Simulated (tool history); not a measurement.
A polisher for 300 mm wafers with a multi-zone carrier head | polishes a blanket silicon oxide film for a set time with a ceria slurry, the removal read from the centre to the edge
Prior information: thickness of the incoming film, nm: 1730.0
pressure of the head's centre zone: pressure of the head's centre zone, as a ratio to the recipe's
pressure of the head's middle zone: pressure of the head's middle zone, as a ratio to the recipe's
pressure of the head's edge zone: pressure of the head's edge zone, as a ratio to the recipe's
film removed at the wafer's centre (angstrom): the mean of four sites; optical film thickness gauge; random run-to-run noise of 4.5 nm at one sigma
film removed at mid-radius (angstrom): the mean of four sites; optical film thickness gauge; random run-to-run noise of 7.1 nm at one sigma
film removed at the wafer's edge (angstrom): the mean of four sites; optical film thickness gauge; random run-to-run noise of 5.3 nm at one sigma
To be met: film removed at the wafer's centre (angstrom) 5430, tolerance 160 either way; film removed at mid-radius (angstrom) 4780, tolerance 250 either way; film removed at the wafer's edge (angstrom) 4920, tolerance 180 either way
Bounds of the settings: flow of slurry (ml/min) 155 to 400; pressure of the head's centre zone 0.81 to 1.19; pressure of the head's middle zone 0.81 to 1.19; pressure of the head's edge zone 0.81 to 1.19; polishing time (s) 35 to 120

run  hour  flow of slurry (ml/min)  pressure of the head's centre zone  pressure of the head's middle zone  pressure of the head's edge zone  polishing time (s)  film removed at the wafer's centre (angstrom)  film removed at mid-radius (angstrom)  film removed at the wafer's edge (angstrom)
  1     0                      255                                   1                                   1                                 1                  77                                         6439.5                                 6354.8                                       6282.7
  2   3.6                      205                                   1                                   1                                 1                  77                                         6351.8                                 6180.5                                       6182.9
  3   5.7                      205                                   1                                0.99                              0.98                  75                                         6062.2                                 5806.5                                       5913.1
  4  11.6                      205                                1.08                                0.99                              0.98                  75                                         6563.5                                 5928.5                                       5849.3
  5  14.3                      205                                1.02                                0.99                              0.98                  75                                         6212.4                                   5814                                       5872.8
  6  15.4                      205                                1.02                                0.99                              1.02                  75                                         6195.8                                   5965                                       6039.7
  7    17                      205                                1.02                                0.98                                 1                  74                                         5993.5                                 5767.5                                       5951.6
  8  18.7                      200                                1.02                                0.98                              0.98                  73                                         6107.8                                 5591.1                                       5869.5
  9  21.2                      200                                1.02                                0.99                              0.97                  71                                         5860.7                                 5623.9                                       5593.4
 10  23.8                      200                                1.02                                0.98                              0.95                  70                                         5828.7                                 5462.7                                       5494.8
 11    25                      200                                1.02                                0.98                              0.95                  70                                         5740.4                                 5414.3                                         5485
 12  31.8                      200                                1.02                                0.97                              0.94                  69                                         5670.8                                 5356.4                                       5448.8
 13  35.9                      195                                1.03                                0.97                              0.93                  68                                         5630.8                                 5250.4                                       5231.6
 14  39.2                      190                                1.03                                0.96                              0.92                  68                                           5593                                 5144.3                                       5089.1
 15  43.8                      185                                1.03                                0.95                              0.92                  68                                         5523.6                                 5006.8                                       5196.4
 16  46.1                      185                                1.03                                0.95                              0.91                  68                                         5573.8                                 5113.7                                       5156.7
 17  52.7                      185                                1.03                                0.94                               0.9                  68                                         5567.7                                 5087.5                                       5084.1
 18  60.9                      185                                1.03                                0.94                               0.9                  68                                         5512.4                                 5017.4                                       5089.5

Which one of the following 5 next-run settings gets every result inside its allowed miss? There is exactly one.
  A  69.1                      175                                0.98                                1.04                              0.85                  67                                              ?                                      ?                                            ?
  B  69.1                      250                                   1                                0.81                              0.95                  67                                              ?                                      ?                                            ?
  C  69.1                      175                                1.04                                0.92                              0.87                  66                                              ?                                      ?                                            ?
  D  69.1                      205                                1.03                                 0.9                              0.92                  69                                              ?                                      ?                                            ?
  E  69.1                      220                                0.97                                0.86                              0.93                  70                                              ?                                      ?                                            ?

move  film removed at the wafer's centre (angstrom)  film removed at mid-radius (angstrom)  film removed at the wafer's edge (angstrom)
   A                                         5123.7                                 5474.5                                       4862.1
   B                                         5563.3                                 4706.2                                       5353.3
   C                                         5354.1                                 4862.6                                       4847.6
   D                                         5721.2                                 5135.2                                       5309.8
   E                                         5529.2                                 5074.5                                       5461.1
A: the biggest miss grows against the last run
B: gets the furthest-off result to its target, but another result is out of tolerance
C: all results land within tolerance of their targets
D: the biggest miss grows against the last run
E: the biggest miss grows against the last run
C meets every target.
